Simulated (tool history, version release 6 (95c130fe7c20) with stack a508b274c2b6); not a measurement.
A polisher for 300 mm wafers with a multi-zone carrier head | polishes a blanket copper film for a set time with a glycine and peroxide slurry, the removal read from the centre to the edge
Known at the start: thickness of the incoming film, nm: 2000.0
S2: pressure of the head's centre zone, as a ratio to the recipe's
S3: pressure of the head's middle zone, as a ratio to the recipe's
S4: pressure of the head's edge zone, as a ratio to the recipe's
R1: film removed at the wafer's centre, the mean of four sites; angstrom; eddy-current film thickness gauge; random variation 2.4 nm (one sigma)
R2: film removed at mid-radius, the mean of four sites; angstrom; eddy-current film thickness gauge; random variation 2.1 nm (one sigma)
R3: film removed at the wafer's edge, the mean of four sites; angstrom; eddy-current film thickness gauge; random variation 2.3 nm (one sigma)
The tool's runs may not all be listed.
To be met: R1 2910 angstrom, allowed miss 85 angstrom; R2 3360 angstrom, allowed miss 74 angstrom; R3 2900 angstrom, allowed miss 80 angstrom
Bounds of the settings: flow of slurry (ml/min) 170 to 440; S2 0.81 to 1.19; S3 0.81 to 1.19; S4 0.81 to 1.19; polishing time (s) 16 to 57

{"run": 1, "hour": 0.0, "flow of slurry (ml/min)": 280, "S2": 1, "S3": 1, "S4": 1, "polishing time (s)": 36, "R1": 2323.9, "R2": 2121.8, "R3": 2138.7}
{"run": 2, "hour": 8.6, "flow of slurry (ml/min)": 210, "S2": 1, "S3": 1, "S4": 1, "polishing time (s)": 36, "R1": 2284.6, "R2": 2036.8, "R3": 2070.2}
{"run": 3, "hour": 15.1, "flow of slurry (ml/min)": 230, "S2": 1, "S3": 1.02, "S4": 1.01, "polishing time (s)": 37, "R1": 2362.3, "R2": 2148.2, "R3": 2165.1}
{"run": 4, "hour": 23.7, "flow of slurry (ml/min)": 250, "S2": 0.99, "S3": 1.04, "S4": 1.01, "polishing time (s)": 38, "R1": 2406.3, "R2": 2269.9, "R3": 2216.2}
{"run": 5, "hour": 29.5, "flow of slurry (ml/min)": 265, "S2": 0.99, "S3": 1.06, "S4": 1.02, "polishing time (s)": 39, "R1": 2482, "R2": 2381.4, "R3": 2254.7}
{"hour": 31.2, "done": "centre zone pressure recalibrated"}
{"run": 6, "hour": 31.2, "flow of slurry (ml/min)": 280, "S2": 0.98, "S3": 1.07, "S4": 1.04, "polishing time (s)": 40, "R1": 2322.6, "R2": 2484.2, "R3": 2367.6}
{"run": 7, "hour": 39.0, "flow of slurry (ml/min)": 290, "S2": 0.99, "S3": 1.08, "S4": 1.05, "polishing time (s)": 41, "R1": 2425, "R2": 2557.3, "R3": 2459.4}
{"run": 8, "hour": 46.0, "flow of slurry (ml/min)": 300, "S2": 1, "S3": 1.09, "S4": 1.05, "polishing time (s)": 42, "R1": 2536.1, "R2": 2687.3, "R3": 2501.6}
{"run": 9, "hour": 54.6, "flow of slurry (ml/min)": 310, "S2": 1.01, "S3": 1.1, "S4": 1.06, "polishing time (s)": 43, "R1": 2593.4, "R2": 2754.6, "R3": 2569.5}
{"run": 10, "hour": 58.6, "flow of slurry (ml/min)": 315, "S2": 1.01, "S3": 1.11, "S4": 1.06, "polishing time (s)": 44, "R1": 2705.8, "R2": 2840.6, "R3": 2692.7}
{"run": 11, "hour": 61.5, "flow of slurry (ml/min)": 325, "S2": 1.01, "S3": 1.12, "S4": 1.06, "polishing time (s)": 44, "R1": 2696.2, "R2": 2858.7, "R3": 2666.7}
{"run": 12, "hour": 65.0, "flow of slurry (ml/min)": 330, "S2": 1.01, "S3": 1.13, "S4": 1.06, "polishing time (s)": 44, "R1": 2672.4, "R2": 2865, "R3": 2683.6}
{"run": 13, "hour": 73.3, "flow of slurry (ml/min)": 325, "S2": 1, "S3": 1.14, "S4": 1.05, "polishing time (s)": 45, "R1": 2738.2, "R2": 2980.3, "R3": 2679.2}

5 next moves are on the table. One of them brings every result within its allowed miss. Which?
{"run": "A", "hour": 81.6, "flow of slurry (ml/min)": 280, "S2": 1.11, "S3": 1.15, "S4": 0.9, "polishing time (s)": 42, "R1": "?", "R2": "?", "R3": "?"}
{"run": "B", "hour": 81.6, "flow of slurry (ml/min)": 350, "S2": 1.03, "S3": 1.09, "S4": 1.12, "polishing time (s)": 41, "R1": "?", "R2": "?", "R3": "?"}
{"run": "C", "hour": 81.6, "flow of slurry (ml/min)": 380, "S2": 0.99, "S3": 1.19, "S4": 1.07, "polishing time (s)": 48, "R1": "?", "R2": "?", "R3": "?"}
{"run": "D", "hour": 81.6, "flow of slurry (ml/min)": 390, "S2": 1.14, "S3": 0.96, "S4": 1.04, "polishing time (s)": 42, "R1": "?", "R2": "?", "R3": "?"}
{"run": "E", "hour": 81.6, "flow of slurry (ml/min)": 300, "S2": 0.89, "S3": 1.19, "S4": 1.1, "polishing time (s)": 49, "R1": "?", "R2": "?", "R3": "?"}

move=A R1=2769.8 R2=2755 R3=2348.9
move=B R1=2554.4 R2=2613.6 R3=2518.6
move=C R1=2893.8 R2=3319.9 R3=2906.3
move=D R1=2919.6 R2=2421.2 R3=2527.2
move=E R1=2603.1 R2=3332.1 R3=2958.4
A: further off than the last run
B: further off than the last run
C: meets every target
D: further off than the last run
E: brings the result that was furthest off to its target, and leaves another outside
The right move is C.

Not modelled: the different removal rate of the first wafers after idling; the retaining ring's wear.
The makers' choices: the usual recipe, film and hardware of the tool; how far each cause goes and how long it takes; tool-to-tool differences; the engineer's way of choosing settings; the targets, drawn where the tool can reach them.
